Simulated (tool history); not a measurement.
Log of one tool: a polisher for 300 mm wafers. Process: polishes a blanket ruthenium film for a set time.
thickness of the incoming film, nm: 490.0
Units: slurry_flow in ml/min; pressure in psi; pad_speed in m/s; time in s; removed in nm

| run | hour | slurry_flow | pressure | pad_speed | time | removed |
|---|---|---|---|---|---|---|
| 1 | 0.0 | 160 | 2.0 | 0.82 | 102 | 104.800 |
| 2 | 2.9 | 160 | 2.0 | 0.82 | 102 | 104.810 |
| 3 | 4.6 | 150 | 1.8 | 0.82 | 102 | 93.594 |
| 4 | 9.1 | 120 | 1.8 | 0.82 | 102 | 90.868 |
| 5 | 12.5 | 115 | 1.7 | 0.82 | 102 | 85.749 |
| 6 | 21.0 | 115 | 1.7 | 0.82 | 107 | 88.900 |
| 7 | 23.5 | 110 | 1.6 | 0.82 | 107 | 83.472 |

Forecast run 8:
| 8 | 30.9 | 110 | 1.5 | 0.82 | 107 | ? |

removed: 79.072 nm
